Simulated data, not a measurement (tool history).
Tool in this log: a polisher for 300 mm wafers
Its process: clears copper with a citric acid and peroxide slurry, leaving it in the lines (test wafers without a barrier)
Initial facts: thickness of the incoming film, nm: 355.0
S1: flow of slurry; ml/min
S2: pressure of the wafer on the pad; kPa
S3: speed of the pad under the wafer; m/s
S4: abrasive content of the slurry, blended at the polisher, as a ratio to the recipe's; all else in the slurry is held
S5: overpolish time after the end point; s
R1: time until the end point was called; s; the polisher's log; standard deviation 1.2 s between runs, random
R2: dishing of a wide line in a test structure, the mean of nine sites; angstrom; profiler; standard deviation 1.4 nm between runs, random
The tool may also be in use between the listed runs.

| run | hour | S1 | S2 | S3 | S4 | S5 | R1 | R2 |
|---|---|---|---|---|---|---|---|---|
| 1 | 0 | 180 | 17.9 | 1.42 | 1 | 20 | 122.53 | 437.1 |
| 2 | 6.8 | 180 | 17.9 | 1.42 | 1.1 | 20 | 116.86 | 438.51 |
| 3 | 9.6 | 180 | 14.5 | 1.42 | 1.1 | 20 | 144.25 | 348.48 |
| 4 | 11.7 | 180 | 15.9 | 1.42 | 1.1 | 21 | 134.01 | 411.37 |
| 5 | 18.7 | 180 | 13.8 | 1.42 | 1.1 | 21 | 151.54 | 367.3 |
| 6 | 21.5 | 140 | 13.8 | 1.42 | 1.1 | 21 | 157.74 | 368.78 |

Run 7, settings as shown, results not yet in. Your forecast:
| 7 | 26.9 | 140 | 13.8 | 1.42 | 1.1 | 21 | ? | ? |

Logged for run 7: R1 154.44 s, R2 360.89 angstrom.
